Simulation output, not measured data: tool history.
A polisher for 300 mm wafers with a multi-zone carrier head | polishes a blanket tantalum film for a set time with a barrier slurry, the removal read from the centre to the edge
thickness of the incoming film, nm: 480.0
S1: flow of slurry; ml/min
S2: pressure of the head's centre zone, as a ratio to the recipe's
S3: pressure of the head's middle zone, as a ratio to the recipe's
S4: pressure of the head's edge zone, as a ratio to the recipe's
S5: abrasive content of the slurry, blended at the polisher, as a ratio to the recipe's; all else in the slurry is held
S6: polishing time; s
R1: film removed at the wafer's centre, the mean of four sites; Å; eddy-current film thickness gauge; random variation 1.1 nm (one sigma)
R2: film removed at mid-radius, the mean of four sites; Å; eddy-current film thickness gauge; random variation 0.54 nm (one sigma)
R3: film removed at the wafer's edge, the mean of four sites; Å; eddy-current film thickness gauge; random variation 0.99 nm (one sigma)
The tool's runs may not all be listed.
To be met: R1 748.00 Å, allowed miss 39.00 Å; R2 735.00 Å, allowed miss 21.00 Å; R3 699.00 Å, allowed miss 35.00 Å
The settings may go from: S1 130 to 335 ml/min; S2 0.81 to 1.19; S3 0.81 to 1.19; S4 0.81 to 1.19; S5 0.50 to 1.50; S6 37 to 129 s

run,day,S1,S2,S3,S4,S5,S6,R1,R2,R3
1,0.000,215,1.00,1.00,1.00,1.00,83,1061.70,1070.30,1096.50
2,0.083,215,1.00,1.00,0.98,0.95,81,1020.10,1027.60,1055.90
3,0.354,215,1.00,0.93,0.98,0.95,81,966.60,953.09,1017.80
4,0.629,215,1.00,0.93,0.98,1.15,81,1068.10,1035.20,1061.80
5,0.900,215,1.00,0.93,0.98,1.00,81,1050.20,988.12,1041.20
6,0.988,215,1.00,0.93,0.98,1.00,88,1107.90,1071.60,1135.60
7,1.083,225,1.01,0.95,0.96,0.95,84,1059.30,1019.20,1056.70
8,1.362,235,1.01,0.96,0.94,0.90,81,1013.30,985.13,999.27
9,1.667,245,1.01,0.96,0.92,0.85,79,972.84,951.00,961.78
10,1.746,245,1.01,0.96,0.92,0.85,79,959.16,952.54,970.11
11,1.867,250,1.02,0.97,0.91,0.80,77,949.23,915.70,905.54
12,1.933,235,0.94,0.95,0.83,0.55,68,667.07,686.06,653.38
13,2.096,240,0.95,0.95,0.83,0.55,68,664.75,678.50,668.44
14,2.133,245,0.96,0.96,0.83,0.55,68,679.09,692.65,660.71
15,2.200,285,1.01,0.97,0.89,0.65,68,781.15,765.02,733.05
16,2.450,285,1.01,0.97,0.88,0.65,68,783.42,767.47,745.22
17,2.479,265,1.01,0.98,0.83,0.50,67,660.61,673.20,630.54
18,2.812,270,1.01,0.98,0.84,0.50,67,667.85,672.13,628.66

5 next moves are on the table. One of them brings every result within its allowed miss. Which?
A,3.146,210,0.90,0.92,0.92,0.65,76,?,?,?
B,3.146,225,1.03,0.98,0.87,0.50,76,?,?,?
C,3.146,245,1.00,1.05,0.85,0.50,75,?,?,?
D,3.146,330,1.04,0.93,0.82,0.60,75,?,?,?
E,3.146,280,1.04,0.89,0.83,0.65,75,?,?,?

move,R1,R2,R3
A,734.24,784.61,824.84
B,757.79,743.55,720.72
C,735.50,786.91,709.22
D,860.66,796.82,778.37
E,873.52,781.30,799.33
A: takes the result that was furthest off past its target
B: meets every target
C: takes the result that was furthest off past its target
D: takes the result that was furthest off past its target
E: takes the result that was furthest off past its target
Answer: B
